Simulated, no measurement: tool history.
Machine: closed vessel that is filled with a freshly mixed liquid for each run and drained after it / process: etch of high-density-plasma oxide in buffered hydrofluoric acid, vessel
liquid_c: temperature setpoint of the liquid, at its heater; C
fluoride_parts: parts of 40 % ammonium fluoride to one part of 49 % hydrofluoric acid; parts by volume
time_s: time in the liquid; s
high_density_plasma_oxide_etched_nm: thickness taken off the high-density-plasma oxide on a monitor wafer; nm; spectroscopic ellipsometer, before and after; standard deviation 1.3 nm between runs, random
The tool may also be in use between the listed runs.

| run | day | liquid_c | fluoride_parts | time_s | high_density_plasma_oxide_etched_nm |
|---|---|---|---|---|---|
| 1 | 0 | 20 | 19.5 | 135 | 85.845 |
| 2 | 0.142 | 23.5 | 19.5 | 135 | 104.65 |
| 3 | 0.221 | 24 | 18 | 135 | 117.2 |
| 4 | 0.512 | 24 | 18 | 135 | 116.92 |
| 5 | 0.542 | 24 | 18 | 135 | 116.52 |
| 6 | 0.621 | 24 | 23.5 | 135 | 95.035 |
| 7 | 0.762 | 24.5 | 21 | 135 | 105.18 |

What will run 8 give?
| 8 | 1.033 | 25 | 19 | 135 | ? |

high_density_plasma_oxide_etched_nm: 116.36 nm

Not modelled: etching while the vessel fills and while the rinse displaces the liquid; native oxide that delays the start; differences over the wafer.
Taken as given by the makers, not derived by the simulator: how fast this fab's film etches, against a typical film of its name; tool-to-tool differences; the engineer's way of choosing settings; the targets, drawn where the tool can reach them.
